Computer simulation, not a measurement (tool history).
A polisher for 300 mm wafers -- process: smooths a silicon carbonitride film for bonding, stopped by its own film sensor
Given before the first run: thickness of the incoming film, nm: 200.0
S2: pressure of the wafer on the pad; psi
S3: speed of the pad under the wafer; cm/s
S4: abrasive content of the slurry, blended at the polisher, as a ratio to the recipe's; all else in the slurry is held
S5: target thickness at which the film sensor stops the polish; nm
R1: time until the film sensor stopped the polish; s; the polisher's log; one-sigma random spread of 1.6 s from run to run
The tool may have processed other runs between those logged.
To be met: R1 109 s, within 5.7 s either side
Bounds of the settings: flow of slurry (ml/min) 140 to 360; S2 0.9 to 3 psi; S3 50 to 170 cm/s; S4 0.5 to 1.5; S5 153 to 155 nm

{"run": 1, "hour": 0.0, "flow of slurry (ml/min)": 230, "S2": 1.9, "S3": 110, "S4": 1, "S5": 155, "R1": 199.91}
{"run": 2, "hour": 2.1, "flow of slurry (ml/min)": 230, "S2": 2, "S3": 110, "S4": 1, "S5": 155, "R1": 190.37}
{"run": 3, "hour": 7.2, "flow of slurry (ml/min)": 270, "S2": 2, "S3": 110, "S4": 1, "S5": 155, "R1": 188.06}
{"run": 4, "hour": 11.5, "flow of slurry (ml/min)": 270, "S2": 2.1, "S3": 112, "S4": 1, "S5": 155, "R1": 183.38}
{"run": 5, "hour": 16.4, "flow of slurry (ml/min)": 270, "S2": 2.1, "S3": 112, "S4": 1, "S5": 155, "R1": 177.28}
{"run": 6, "hour": 17.4, "flow of slurry (ml/min)": 270, "S2": 2.2, "S3": 114, "S4": 1, "S5": 155, "R1": 165.36}
{"run": 7, "hour": 19.0, "flow of slurry (ml/min)": 270, "S2": 2.3, "S3": 114, "S4": 1, "S5": 155, "R1": 162.8}
{"run": 8, "hour": 27.5, "flow of slurry (ml/min)": 270, "S2": 2.4, "S3": 116, "S4": 1, "S5": 155, "R1": 152.64}
{"run": 9, "hour": 30.9, "flow of slurry (ml/min)": 270, "S2": 2.5, "S3": 118, "S4": 1, "S5": 155, "R1": 146.24}
{"run": 10, "hour": 35.0, "flow of slurry (ml/min)": 270, "S2": 2.6, "S3": 120, "S4": 1, "S5": 155, "R1": 137.85}
{"run": 11, "hour": 42.6, "flow of slurry (ml/min)": 270, "S2": 2.7, "S3": 122, "S4": 1, "S5": 155, "R1": 132.48}
{"run": 12, "hour": 44.6, "flow of slurry (ml/min)": 270, "S2": 2.7, "S3": 122, "S4": 1, "S5": 155, "R1": 133.1}
{"run": 13, "hour": 53.5, "flow of slurry (ml/min)": 270, "S2": 2.7, "S3": 124, "S4": 1, "S5": 155, "R1": 133.69}

Of the 5 settings listed for the next run, only one would bring every result within its allowed miss of target. Which one?
{"run": "A", "hour": 62.4, "flow of slurry (ml/min)": 290, "S2": 2.3, "S3": 108, "S4": 0.8, "S5": 153, "R1": "?"}
{"run": "B", "hour": 62.4, "flow of slurry (ml/min)": 230, "S2": 2.7, "S3": 134, "S4": 1, "S5": 154, "R1": "?"}
{"run": "C", "hour": 62.4, "flow of slurry (ml/min)": 280, "S2": 2.8, "S3": 144, "S4": 1, "S5": 155, "R1": "?"}
{"run": "D", "hour": 62.4, "flow of slurry (ml/min)": 225, "S2": 3, "S3": 120, "S4": 1.05, "S5": 155, "R1": "?"}
{"run": "E", "hour": 62.4, "flow of slurry (ml/min)": 255, "S2": 2.7, "S3": 138, "S4": 1.05, "S5": 153, "R1": "?"}

move=A R1=188.2
move=B R1=126.77
move=C R1=110.86
move=D R1=121.13
move=E R1=122.97
A: the biggest miss grows against the last run
B: closer than the last run, but not yet in spec
C: all results in spec
D: closer than the last run, but not yet in spec
E: closer than the last run, but not yet in spec
Go with C: it meets all targets.
